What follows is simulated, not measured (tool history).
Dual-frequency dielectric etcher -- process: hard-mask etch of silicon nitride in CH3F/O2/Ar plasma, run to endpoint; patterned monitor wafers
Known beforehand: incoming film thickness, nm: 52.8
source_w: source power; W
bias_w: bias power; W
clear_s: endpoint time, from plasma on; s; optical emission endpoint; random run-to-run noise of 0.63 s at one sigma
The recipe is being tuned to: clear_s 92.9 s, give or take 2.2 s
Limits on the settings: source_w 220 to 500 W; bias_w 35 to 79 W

run,day,source_w,bias_w,clear_s
1,0,360,57,80.162
2,0.104,340,56,81.742
3,0.425,310,56,84.947
4,0.625,370,56,79.578
5,0.796,350,55,82.735
6,1.042,350,47,86.247
7,1.158,340,46,88.199
8,1.283,330,46,89.211

Pick the move, out of 5, that brings all results within their allowed miss; only one does.
A,1.408,380,44,?
B,1.408,320,41,?
C,1.408,290,36,?
D,1.408,360,47,?
E,1.408,290,40,?

move,clear_s
A,86.155
B,94.122
C,101.86
D,86.083
E,98.499
A: lands further from the targets than the last run did
B: meets every target
C: takes the biggest miss from the last run beyond its target
D: lands further from the targets than the last run did
E: takes the biggest miss from the last run beyond its target
Correct choice: B, which meets every target
